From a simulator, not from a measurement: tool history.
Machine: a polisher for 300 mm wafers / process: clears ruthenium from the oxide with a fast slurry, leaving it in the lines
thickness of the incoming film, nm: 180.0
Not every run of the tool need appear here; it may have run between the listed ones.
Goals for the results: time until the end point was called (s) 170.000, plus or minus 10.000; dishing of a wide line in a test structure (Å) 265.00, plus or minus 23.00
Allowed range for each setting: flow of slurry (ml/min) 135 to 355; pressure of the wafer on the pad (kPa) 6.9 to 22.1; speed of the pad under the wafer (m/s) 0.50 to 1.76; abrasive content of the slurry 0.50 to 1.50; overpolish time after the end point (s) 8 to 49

run	hour	flow of slurry (ml/min)	pressure of the wafer on the pad (kPa)	speed of the pad under the wafer (m/s)	abrasive content of the slurry	overpolish time after the end point (s)	time until the end point was called (s)	dishing of a wide line in a test structure (Å)
1	0.0	225	14.5	1.12	1.00	25	58.542	622.55
2	0.9	185	14.5	1.12	1.00	25	57.248	625.06
3	4.9	185	14.5	0.86	1.00	25	75.442	497.27
4	12.5	185	13.1	0.78	1.00	25	93.533	433.62
5	14.3	185	13.1	1.00	1.00	25	72.008	524.29
6	16.0	135	13.1	1.00	1.00	25	72.265	517.95
7	24.6	135	11.7	0.90	1.00	25	89.556	423.34
8	28.0	135	10.3	0.84	1.00	26	111.090	352.94
9	32.5	135	9.7	0.82	1.00	27	121.980	353.55
10	34.0	135	9.0	0.80	1.00	27	133.710	317.32
11	34.9	135	8.3	0.78	1.00	27	146.560	293.97

Consider the 4 candidate settings below. Which is the only one whose results all fall within their allowed miss of target?
A	35.8	195	8.3	0.74	1.15	20	?	?
B	35.8	175	9.0	0.74	0.90	23	?	?
C	35.8	145	10.3	0.54	0.95	28	?	?
D	35.8	135	8.3	0.62	0.80	26	?	?

move	time until the end point was called (s)	dishing of a wide line in a test structure (Å)
A	147.410	227.76
B	148.300	258.69
C	174.870	266.62
D	201.150	217.44
A: as far off as the last run
B: closes in on the targets versus the last run, not all within tolerance yet
C: every result lands within tolerance
D: pushes the last run's worst result past its target
So the answer is move C, the one that meets all the targets.

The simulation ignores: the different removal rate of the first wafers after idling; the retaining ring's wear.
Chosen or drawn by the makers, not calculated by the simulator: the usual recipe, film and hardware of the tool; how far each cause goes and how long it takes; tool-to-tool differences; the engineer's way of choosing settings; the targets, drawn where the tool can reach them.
